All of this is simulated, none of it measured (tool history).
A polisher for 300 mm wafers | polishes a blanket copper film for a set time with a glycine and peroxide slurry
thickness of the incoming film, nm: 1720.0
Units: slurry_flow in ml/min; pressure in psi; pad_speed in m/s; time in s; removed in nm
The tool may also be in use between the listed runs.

run  hour  slurry_flow  pressure  pad_speed  time  removed
  1   0.0          235       1.9       1.12    31   161.50
  2   8.2          235       1.5       1.12    31   135.29
  3  10.3          230       1.5       1.12    31   135.90
  4  18.5          230       1.5       0.86    31   117.14
  5  26.3          230       1.3       0.86    31   107.76
  6  31.8          270       1.3       0.86    31   107.77
  7  38.7          270       1.4       0.86    31   113.02

Run 8 comes next. What will it give?
  8  43.2          270       1.5       0.86    31        ?

removed: 118.55 nm

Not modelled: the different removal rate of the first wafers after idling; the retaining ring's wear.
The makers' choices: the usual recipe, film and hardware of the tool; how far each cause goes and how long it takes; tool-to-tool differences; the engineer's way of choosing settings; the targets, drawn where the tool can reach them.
